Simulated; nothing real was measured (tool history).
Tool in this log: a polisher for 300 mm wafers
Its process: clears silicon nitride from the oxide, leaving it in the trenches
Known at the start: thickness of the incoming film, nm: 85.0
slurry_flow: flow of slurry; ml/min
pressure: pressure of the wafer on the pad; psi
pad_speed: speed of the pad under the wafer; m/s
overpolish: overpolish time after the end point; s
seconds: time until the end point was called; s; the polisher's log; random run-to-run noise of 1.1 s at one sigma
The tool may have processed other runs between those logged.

run,day,slurry_flow,pressure,pad_speed,overpolish,seconds
1,0.000,260,2.5,0.84,3,127.56
2,0.212,260,2.7,0.84,3,117.27
3,0.567,260,2.7,0.84,3,120.67
4,0.912,225,2.7,0.84,3,121.38
5,1.279,235,2.8,0.84,3,116.58
6,1.412,235,2.8,0.66,3,143.77
7,1.650,240,3.1,0.66,3,129.23
8,1.850,245,3.3,0.66,3,121.63

Run 9 is up next; what results do you expect?
9,2.138,245,3.4,0.66,3,?

seconds: 121.12 s
